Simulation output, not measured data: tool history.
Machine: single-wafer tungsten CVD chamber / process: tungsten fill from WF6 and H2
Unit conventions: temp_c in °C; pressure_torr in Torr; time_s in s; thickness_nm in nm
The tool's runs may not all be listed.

{"run": 1, "hour": 0.0, "temp_c": 380, "pressure_torr": 37.5, "time_s": 15.8, "thickness_nm": 33.967}
{"run": 2, "hour": 1.8, "temp_c": 380, "pressure_torr": 44, "time_s": 15.8, "thickness_nm": 36.665}
{"run": 3, "hour": 4.1, "temp_c": 380, "pressure_torr": 49.6, "time_s": 15.8, "thickness_nm": 38.817}
{"run": 4, "hour": 6.7, "temp_c": 376, "pressure_torr": 49.5, "time_s": 15.8, "thickness_nm": 35.821}
{"run": 5, "hour": 9.9, "temp_c": 376, "pressure_torr": 44.2, "time_s": 15.8, "thickness_nm": 34.023}
{"run": 6, "hour": 16.8, "temp_c": 374, "pressure_torr": 44.2, "time_s": 15.8, "thickness_nm": 32.931}
{"run": 7, "hour": 20.0, "temp_c": 372, "pressure_torr": 44.2, "time_s": 15.8, "thickness_nm": 31.766}

What does the tool deliver on the next run?
{"run": 8, "hour": 21.5, "temp_c": 371, "pressure_torr": 44.2, "time_s": 15.8, "thickness_nm": "?"}

{"run 8": {"thickness_nm": 31.185}}
